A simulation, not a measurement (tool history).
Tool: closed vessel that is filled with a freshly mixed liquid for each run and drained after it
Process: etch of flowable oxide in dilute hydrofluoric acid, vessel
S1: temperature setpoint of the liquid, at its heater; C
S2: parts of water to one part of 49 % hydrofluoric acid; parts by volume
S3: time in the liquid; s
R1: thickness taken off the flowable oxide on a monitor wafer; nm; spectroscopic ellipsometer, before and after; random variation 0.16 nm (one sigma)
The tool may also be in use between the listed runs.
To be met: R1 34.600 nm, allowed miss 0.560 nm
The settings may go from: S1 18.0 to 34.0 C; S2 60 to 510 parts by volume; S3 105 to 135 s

run	hour	S1	S2	S3	R1
1	0.0	26.0	285	135	19.521
2	6.1	26.0	195	135	31.524
3	10.9	27.0	195	135	32.450
4	13.5	27.0	265	135	21.997
5	14.6	27.0	365	135	14.591
6	22.9	29.5	320	135	18.704
7	30.0	31.0	285	135	22.962
8	37.3	32.0	260	135	26.855
9	39.5	32.5	245	135	29.328
10	47.0	33.0	235	135	31.413
11	53.0	33.5	230	135	32.923

Which of these 5 next moves meets every target?
A	59.0	32.0	235	135	?
B	59.0	34.0	205	125	?
C	59.0	34.0	225	135	?
D	59.0	34.0	215	135	?
E	59.0	34.0	210	130	?

move	R1
A	30.402
B	35.807
C	34.324
D	36.390
E	36.113
A: further off than the last run
B: takes the result that was furthest off past its target
C: meets every target
D: takes the result that was furthest off past its target
E: takes the result that was furthest off past its target
Answer: C
